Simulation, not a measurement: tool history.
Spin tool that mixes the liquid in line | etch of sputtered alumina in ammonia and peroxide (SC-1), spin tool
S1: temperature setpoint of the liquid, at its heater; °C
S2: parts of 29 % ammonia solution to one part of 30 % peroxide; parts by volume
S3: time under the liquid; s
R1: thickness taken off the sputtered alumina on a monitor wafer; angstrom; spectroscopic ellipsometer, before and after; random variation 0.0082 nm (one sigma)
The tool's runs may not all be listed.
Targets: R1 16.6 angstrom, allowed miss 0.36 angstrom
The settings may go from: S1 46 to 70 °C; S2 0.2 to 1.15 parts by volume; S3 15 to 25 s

Run 1, hour 0: S1 62 °C, S2 0.65 parts by volume, S3 25 s. Result: R1 12.871 angstrom.
Run 2, hour 7.5: S1 55.5 °C, S2 0.65 parts by volume, S3 25 s. Result: R1 9.0689 angstrom.
Run 3, hour 9.7: S1 58 °C, S2 0.65 parts by volume, S3 25 s. Result: R1 10.352 angstrom.
Run 4, hour 16.8: S1 60 °C, S2 0.65 parts by volume, S3 25 s. Result: R1 11.526 angstrom.
Run 5, hour 23.7: S1 61.5 °C, S2 0.65 parts by volume, S3 25 s. Result: R1 12.447 angstrom.
Run 6, hour 31.1: S1 62.5 °C, S2 0.65 parts by volume, S3 25 s. Result: R1 13.168 angstrom.
Run 7, hour 37.9: S1 68 °C, S2 0.65 parts by volume, S3 25 s. Result: R1 17.218 angstrom.
At hour 43.8: thermometer replaced.
Run 8, hour 43.8: S1 68 °C, S2 0.65 parts by volume, S3 25 s. Result: R1 18.808 angstrom.
Run 9, hour 47: S1 67.5 °C, S2 0.65 parts by volume, S3 25 s. Result: R1 18.496 angstrom.
Run 10, hour 53.6: S1 67 °C, S2 0.65 parts by volume, S3 25 s. Result: R1 17.96 angstrom.
Run 11, hour 60: S1 66.5 °C, S2 0.65 parts by volume, S3 25 s. Result: R1 17.665 angstrom.
Run 12, hour 66.8: S1 66 °C, S2 0.65 parts by volume, S3 25 s. Result: R1 17.162 angstrom.

Which of these 5 next moves meets every target?
Run A, hour 73.6: S1 67 °C, S2 0.55 parts by volume, S3 25 s. Result: R1 ?.
Run B, hour 73.6: S1 65 °C, S2 0.85 parts by volume, S3 25 s. Result: R1 ?.
Run C, hour 73.6: S1 66.5 °C, S2 0.7 parts by volume, S3 25 s. Result: R1 ?.
Run D, hour 73.6: S1 67.5 °C, S2 0.65 parts by volume, S3 25 s. Result: R1 ?.
Run E, hour 73.6: S1 67 °C, S2 0.6 parts by volume, S3 25 s. Result: R1 ?.

move      R1
   A  17.593
   B  16.609
   C  17.561
   D  18.314
   E  17.738
A: further off than the last run
B: meets every target
C: further off than the last run
D: further off than the last run
E: further off than the last run
Move B is the one to make.
